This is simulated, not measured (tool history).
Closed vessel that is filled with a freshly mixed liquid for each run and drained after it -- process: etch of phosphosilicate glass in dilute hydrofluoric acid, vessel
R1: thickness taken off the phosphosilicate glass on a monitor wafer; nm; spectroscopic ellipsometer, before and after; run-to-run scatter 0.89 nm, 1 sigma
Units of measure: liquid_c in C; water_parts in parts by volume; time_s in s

Run 1, hour 0.0: liquid_c 24.0 C, water_parts 90 parts by volume, time_s 30 s. Result: R1 42.789 nm.
Run 2, hour 8.9: liquid_c 25.0 C, water_parts 85 parts by volume, time_s 30 s. Result: R1 47.547 nm.
Run 3, hour 11.3: liquid_c 25.0 C, water_parts 85 parts by volume, time_s 30 s. Result: R1 47.126 nm.
Run 4, hour 15.9: liquid_c 25.0 C, water_parts 85 parts by volume, time_s 30 s. Result: R1 47.790 nm.
Run 5, hour 16.6: liquid_c 25.5 C, water_parts 80 parts by volume, time_s 30 s. Result: R1 52.345 nm.
Run 6, hour 20.0: liquid_c 25.5 C, water_parts 80 parts by volume, time_s 30 s. Result: R1 51.548 nm.
Run 7, hour 24.5: liquid_c 26.0 C, water_parts 75 parts by volume, time_s 30 s. Result: R1 57.126 nm.
Run 8, hour 31.0: liquid_c 26.5 C, water_parts 70 parts by volume, time_s 30 s. Result: R1 61.906 nm.
Run 9, hour 37.7: liquid_c 27.0 C, water_parts 70 parts by volume, time_s 30 s. Result: R1 62.748 nm.
Run 10, hour 38.4: liquid_c 27.5 C, water_parts 70 parts by volume, time_s 30 s. Result: R1 65.024 nm.
Run 11, hour 39.1: liquid_c 28.0 C, water_parts 70 parts by volume, time_s 30 s. Result: R1 66.822 nm.
Run 12, hour 45.2: liquid_c 28.5 C, water_parts 70 parts by volume, time_s 30 s. Result: R1 66.583 nm.

Estimate the outcome of run 13 from the log above:
Run 13, hour 52.8: liquid_c 29.0 C, water_parts 70 parts by volume, time_s 30 s. Result: R1 ?.

R1: 68.836 nm
